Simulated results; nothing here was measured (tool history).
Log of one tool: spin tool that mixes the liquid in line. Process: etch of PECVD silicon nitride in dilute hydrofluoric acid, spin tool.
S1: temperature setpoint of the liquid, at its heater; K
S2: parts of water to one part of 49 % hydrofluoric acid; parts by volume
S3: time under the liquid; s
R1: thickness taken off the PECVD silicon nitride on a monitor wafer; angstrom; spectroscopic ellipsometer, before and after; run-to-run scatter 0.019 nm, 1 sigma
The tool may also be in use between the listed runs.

Run 1, day 0.000: S1 297.15 K, S2 105 parts by volume, S3 65 s. Result: R1 19.960 angstrom.
Run 2, day 0.104: S1 298.65 K, S2 100 parts by volume, S3 65 s. Result: R1 23.442 angstrom.
Run 3, day 0.188: S1 299.65 K, S2 95 parts by volume, S3 65 s. Result: R1 26.215 angstrom.
Run 4, day 0.379: S1 299.65 K, S2 120 parts by volume, S3 65 s. Result: R1 20.736 angstrom.
Run 5, day 0.683: S1 299.65 K, S2 135 parts by volume, S3 65 s. Result: R1 18.297 angstrom.
Run 6, day 0.954: S1 299.65 K, S2 135 parts by volume, S3 65 s. Result: R1 18.368 angstrom.

Run 7 has not been measured yet. What should we expect?
Run 7, day 1.242: S1 300.65 K, S2 125 parts by volume, S3 65 s. Result: R1 ?.

Logged for run 7: R1 21.093 angstrom.

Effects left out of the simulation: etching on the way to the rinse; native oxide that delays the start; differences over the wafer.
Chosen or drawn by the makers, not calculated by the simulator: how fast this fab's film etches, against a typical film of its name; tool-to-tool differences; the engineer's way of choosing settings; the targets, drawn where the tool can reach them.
